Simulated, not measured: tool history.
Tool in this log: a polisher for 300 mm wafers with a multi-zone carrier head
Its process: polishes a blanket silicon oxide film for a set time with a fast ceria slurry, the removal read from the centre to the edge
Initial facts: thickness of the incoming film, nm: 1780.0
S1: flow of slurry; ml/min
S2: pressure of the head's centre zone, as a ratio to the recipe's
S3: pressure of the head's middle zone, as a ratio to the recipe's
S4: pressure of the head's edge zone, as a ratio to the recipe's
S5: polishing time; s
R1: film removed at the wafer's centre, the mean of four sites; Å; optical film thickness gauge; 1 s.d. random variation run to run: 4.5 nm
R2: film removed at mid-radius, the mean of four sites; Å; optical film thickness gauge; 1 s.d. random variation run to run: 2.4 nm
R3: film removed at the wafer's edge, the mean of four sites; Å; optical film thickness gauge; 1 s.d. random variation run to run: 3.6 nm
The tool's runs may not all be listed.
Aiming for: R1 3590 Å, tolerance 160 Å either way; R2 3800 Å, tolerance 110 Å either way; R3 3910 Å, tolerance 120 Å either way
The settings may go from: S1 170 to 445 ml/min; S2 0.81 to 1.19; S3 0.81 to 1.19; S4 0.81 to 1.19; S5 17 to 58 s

| run | hour | S1 | S2 | S3 | S4 | S5 | R1 | R2 | R3 |
|---|---|---|---|---|---|---|---|---|---|
| 1 | 0 | 285 | 1 | 1 | 1 | 37 | 5566.7 | 5590.4 | 5681.3 |
| 2 | 2.8 | 285 | 1 | 1 | 0.95 | 37 | 5737.2 | 5630.9 | 5630.4 |
| 3 | 6.7 | 285 | 1 | 1 | 1.03 | 37 | 5725 | 5611.9 | 5831.8 |
| 4 | 12.8 | 285 | 1 | 1 | 1 | 37 | 5621.1 | 5574.2 | 5728.4 |
| 5 | 15.1 | 280 | 0.98 | 0.99 | 0.98 | 35 | 5103.7 | 5258.4 | 5380.8 |
| 6 | 19.7 | 280 | 0.98 | 0.98 | 0.96 | 33 | 4980.1 | 4933.9 | 4988.3 |
| 7 | 25.9 | 275 | 0.96 | 0.96 | 0.94 | 32 | 4590.1 | 4722.8 | 4832.8 |
| 8 | 34 | 275 | 0.95 | 0.95 | 0.93 | 31 | 4579.2 | 4557.7 | 4716.1 |
|  | 36 | slurry nozzle cleaned |
| 9 | 36 | 270 | 0.94 | 0.95 | 0.92 | 30 | 4409.8 | 4569.1 | 4599.6 |

Which of these 4 next moves meets every target?
| A | 38 | 225 | 0.9 | 0.99 | 0.91 | 26 | ? | ? | ? |
| B | 38 | 345 | 0.91 | 1.09 | 0.98 | 25 | ? | ? | ? |
| C | 38 | 235 | 0.82 | 0.93 | 0.93 | 26 | ? | ? | ? |
| D | 38 | 200 | 0.92 | 0.95 | 0.95 | 26 | ? | ? | ? |

| move | R1 | R2 | R3 |
|---|---|---|---|
| A | 3566.7 | 3957.5 | 3953.6 |
| B | 3572.1 | 4172.4 | 3990.2 |
| C | 3255.8 | 3807.5 | 3998.3 |
| D | 3615.7 | 3820.2 | 4000.5 |
A: nearer than the last run, and not there yet
B: nearer than the last run, and not there yet
C: puts the biggest miss on target and leaves a different result outside tolerance
D: every result within its allowed miss
The right move is D.

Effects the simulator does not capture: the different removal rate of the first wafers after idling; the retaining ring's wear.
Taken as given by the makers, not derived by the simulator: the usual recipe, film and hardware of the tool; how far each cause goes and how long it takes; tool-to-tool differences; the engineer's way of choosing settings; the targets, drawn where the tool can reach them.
